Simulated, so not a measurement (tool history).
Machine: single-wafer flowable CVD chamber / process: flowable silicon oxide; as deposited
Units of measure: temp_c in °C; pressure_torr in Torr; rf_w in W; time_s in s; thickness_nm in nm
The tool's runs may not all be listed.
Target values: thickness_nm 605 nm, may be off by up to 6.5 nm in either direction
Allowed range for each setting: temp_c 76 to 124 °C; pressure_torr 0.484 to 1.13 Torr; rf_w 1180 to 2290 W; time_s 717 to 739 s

run 1 hour=0 | temp_c=100 pressure_torr=0.807 rf_w=1735 time_s=717 | thickness_nm=466.89
run 2 hour=9 | temp_c=100 pressure_torr=0.807 rf_w=1735 time_s=717 | thickness_nm=467.73
run 3 hour=14.7 | temp_c=100 pressure_torr=0.719 rf_w=1735 time_s=717 | thickness_nm=417.5
run 4 hour=20.5 | temp_c=100 pressure_torr=0.719 rf_w=1735 time_s=717 | thickness_nm=418.14
run 5 hour=28.1 | temp_c=97 pressure_torr=0.719 rf_w=1735 time_s=717 | thickness_nm=469.05
run 6 hour=30 | temp_c=95 pressure_torr=0.719 rf_w=1735 time_s=717 | thickness_nm=504.45
run 7 hour=36.7 | temp_c=94 pressure_torr=0.719 rf_w=1735 time_s=717 | thickness_nm=522.28
run 8 hour=39.1 | temp_c=93 pressure_torr=0.719 rf_w=1735 time_s=717 | thickness_nm=542.59
run 9 hour=44 | temp_c=92 pressure_torr=0.719 rf_w=1735 time_s=717 | thickness_nm=569.24
run 10 hour=47.7 | temp_c=91 pressure_torr=0.719 rf_w=1735 time_s=717 | thickness_nm=585.75

Consider the 4 candidate settings below. Which is the only one whose results all fall within their allowed miss of target?
run A hour=51.4 | temp_c=90 pressure_torr=0.743 rf_w=1405 time_s=728 | thickness_nm=?
run B hour=51.4 | temp_c=93 pressure_torr=0.741 rf_w=1735 time_s=717 | thickness_nm=?
run C hour=51.4 | temp_c=86 pressure_torr=0.642 rf_w=1590 time_s=727 | thickness_nm=?
run D hour=51.4 | temp_c=93 pressure_torr=0.764 rf_w=1670 time_s=739 | thickness_nm=?

move=A thickness_nm=602.9
move=B thickness_nm=560.58
move=C thickness_nm=619.07
move=D thickness_nm=589.81
A: in spec on every target
B: the biggest miss grows against the last run
C: takes the result that was furthest off past its target
D: an improvement on the last run, though not all results are within tolerance
Go with A: it meets all targets.

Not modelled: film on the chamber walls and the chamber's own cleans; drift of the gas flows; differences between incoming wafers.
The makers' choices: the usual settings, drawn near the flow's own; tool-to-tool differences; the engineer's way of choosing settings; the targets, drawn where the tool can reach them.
